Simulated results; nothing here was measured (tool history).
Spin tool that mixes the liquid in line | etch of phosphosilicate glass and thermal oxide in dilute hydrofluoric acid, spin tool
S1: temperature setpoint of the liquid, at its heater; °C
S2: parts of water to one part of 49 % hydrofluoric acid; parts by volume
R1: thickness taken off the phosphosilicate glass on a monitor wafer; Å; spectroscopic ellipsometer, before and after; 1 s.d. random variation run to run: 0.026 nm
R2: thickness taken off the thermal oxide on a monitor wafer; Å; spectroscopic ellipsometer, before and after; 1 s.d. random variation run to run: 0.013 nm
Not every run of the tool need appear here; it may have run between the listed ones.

{"run": 1, "hour": 0.0, "S1": 25, "S2": 205, "time under the liquid (s)": 30, "R1": 137.48, "R2": 6.6678}
{"run": 2, "hour": 7.6, "S1": 23.5, "S2": 215, "time under the liquid (s)": 30, "R1": 123.45, "R2": 5.7361}
{"run": 3, "hour": 10.2, "S1": 22.5, "S2": 225, "time under the liquid (s)": 30, "R1": 112.09, "R2": 5.2749}
{"run": 4, "hour": 14.6, "S1": 22.5, "S2": 225, "time under the liquid (s)": 40, "R1": 150.24, "R2": 6.493}
{"hour": 20.8, "done": "hydrofluoric acid flow meter replaced"}
{"run": 5, "hour": 20.8, "S1": 22.5, "S2": 280, "time under the liquid (s)": 40, "R1": 105.21, "R2": 5.14}
{"run": 6, "hour": 24.3, "S1": 21.5, "S2": 285, "time under the liquid (s)": 40, "R1": 100.21, "R2": 4.6762}
{"run": 7, "hour": 28.8, "S1": 21, "S2": 290, "time under the liquid (s)": 40, "R1": 95.886, "R2": 4.1029}
{"run": 8, "hour": 33.6, "S1": 21, "S2": 300, "time under the liquid (s)": 40, "R1": 91.807, "R2": 3.9956}

Run 9, settings as shown, results not yet in. Your forecast:
{"run": 9, "hour": 35.7, "S1": 21, "S2": 305, "time under the liquid (s)": 40, "R1": "?", "R2": "?"}

Run 9 gave R1 90.118 Å, R2 4.2325 Å.

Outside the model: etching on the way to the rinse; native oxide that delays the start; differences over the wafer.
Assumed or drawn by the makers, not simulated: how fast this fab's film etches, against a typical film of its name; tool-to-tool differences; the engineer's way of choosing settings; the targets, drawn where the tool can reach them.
